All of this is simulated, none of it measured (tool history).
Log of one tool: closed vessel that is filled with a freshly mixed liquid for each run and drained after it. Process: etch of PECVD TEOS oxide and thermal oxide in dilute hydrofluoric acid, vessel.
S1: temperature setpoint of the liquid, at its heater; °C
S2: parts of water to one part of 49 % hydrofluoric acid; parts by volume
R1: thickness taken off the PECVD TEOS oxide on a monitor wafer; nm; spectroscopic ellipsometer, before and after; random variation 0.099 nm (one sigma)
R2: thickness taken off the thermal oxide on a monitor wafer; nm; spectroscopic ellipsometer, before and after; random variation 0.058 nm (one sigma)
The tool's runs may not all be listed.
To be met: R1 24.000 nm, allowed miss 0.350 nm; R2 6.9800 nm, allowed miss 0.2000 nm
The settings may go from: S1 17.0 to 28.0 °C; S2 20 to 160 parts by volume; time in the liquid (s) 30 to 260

Run 1, hour 0.0: S1 20.0 °C, S2 90 parts by volume, time in the liquid (s) 130. Result: R1 18.509 nm, R2 5.3239 nm.
Run 2, hour 7.4: S1 22.0 °C, S2 90 parts by volume, time in the liquid (s) 130. Result: R1 19.964 nm, R2 5.8205 nm.
Run 3, hour 9.6: S1 23.0 °C, S2 90 parts by volume, time in the liquid (s) 130. Result: R1 20.824 nm, R2 6.0755 nm.
Run 4, hour 13.7: S1 24.0 °C, S2 90 parts by volume, time in the liquid (s) 130. Result: R1 21.976 nm, R2 6.3006 nm.
Run 5, hour 14.9: S1 24.5 °C, S2 90 parts by volume, time in the liquid (s) 130. Result: R1 22.189 nm, R2 6.5053 nm.
Run 6, hour 22.7: S1 24.5 °C, S2 60 parts by volume, time in the liquid (s) 130. Result: R1 34.389 nm, R2 10.1750 nm.
Run 7, hour 24.5: S1 22.5 °C, S2 60 parts by volume, time in the liquid (s) 130. Result: R1 31.690 nm, R2 9.3193 nm.
Run 8, hour 33.3: S1 21.0 °C, S2 60 parts by volume, time in the liquid (s) 130. Result: R1 29.984 nm, R2 8.7889 nm.
At hour 40.7: hydrofluoric acid flow meter replaced.
Run 9, hour 40.7: S1 20.0 °C, S2 60 parts by volume, time in the liquid (s) 130. Result: R1 27.032 nm, R2 7.7683 nm.

Which of these 4 next moves meets every target?
Run A, hour 48.1: S1 17.0 °C, S2 40 parts by volume, time in the liquid (s) 110. Result: R1 ?, R2 ?.
Run B, hour 48.1: S1 19.0 °C, S2 65 parts by volume, time in the liquid (s) 165. Result: R1 ?, R2 ?.
Run C, hour 48.1: S1 17.5 °C, S2 45 parts by volume, time in the liquid (s) 95. Result: R1 ?, R2 ?.
Run D, hour 48.1: S1 23.0 °C, S2 65 parts by volume, time in the liquid (s) 105. Result: R1 ?, R2 ?.

move      R1      R2
   A  31.012  9.0028
   B  30.327  8.8039
   C  24.195  7.0240
   D  22.801  6.6193
A: further off than the last run
B: further off than the last run
C: meets every target
D: takes the result that was furthest off past its target
The right move is C.
